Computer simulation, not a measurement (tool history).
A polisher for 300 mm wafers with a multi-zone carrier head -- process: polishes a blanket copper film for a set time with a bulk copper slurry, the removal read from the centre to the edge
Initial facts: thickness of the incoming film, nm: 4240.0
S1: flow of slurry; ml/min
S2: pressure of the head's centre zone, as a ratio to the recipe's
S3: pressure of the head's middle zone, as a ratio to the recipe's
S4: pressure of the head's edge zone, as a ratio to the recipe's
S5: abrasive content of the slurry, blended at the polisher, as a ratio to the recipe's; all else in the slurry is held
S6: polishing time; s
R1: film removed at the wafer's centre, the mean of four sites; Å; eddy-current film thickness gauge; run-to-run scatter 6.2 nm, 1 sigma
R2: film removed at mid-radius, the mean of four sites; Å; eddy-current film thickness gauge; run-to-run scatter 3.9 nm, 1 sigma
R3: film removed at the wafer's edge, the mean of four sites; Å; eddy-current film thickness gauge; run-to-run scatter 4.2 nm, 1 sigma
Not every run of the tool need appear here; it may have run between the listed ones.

{"run": 1, "hour": 0.0, "S1": 295, "S2": 1, "S3": 1, "S4": 1, "S5": 1, "S6": 65, "R1": 5558.3, "R2": 5544.3, "R3": 5242.2}
{"run": 2, "hour": 1.3, "S1": 300, "S2": 1, "S3": 1, "S4": 1.02, "S5": 1.05, "S6": 65, "R1": 5583.4, "R2": 5566.8, "R3": 5434.7}
{"run": 3, "hour": 2.7, "S1": 300, "S2": 1, "S3": 1, "S4": 1.02, "S5": 1.05, "S6": 76, "R1": 6463.3, "R2": 6563.9, "R3": 6317.4}
{"run": 4, "hour": 4.3, "S1": 255, "S2": 1, "S3": 1, "S4": 1.02, "S5": 1.05, "S6": 76, "R1": 6476.4, "R2": 6420.7, "R3": 6163.4}
{"run": 5, "hour": 6.3, "S1": 255, "S2": 1, "S3": 1, "S4": 0.94, "S5": 1.05, "S6": 76, "R1": 6354, "R2": 6524.7, "R3": 5959.3}
{"run": 6, "hour": 8.0, "S1": 255, "S2": 1, "S3": 1.06, "S4": 0.94, "S5": 1.05, "S6": 76, "R1": 6418.6, "R2": 6746.7, "R3": 5928.6}

Forecast run 7:
{"run": 7, "hour": 15.0, "S1": 250, "S2": 1, "S3": 1.05, "S4": 0.95, "S5": 1.05, "S6": 76, "R1": "?", "R2": "?", "R3": "?"}

Run 7 measured R1 6346.6 Å, R2 6715.1 Å, R3 5965.1 Å.
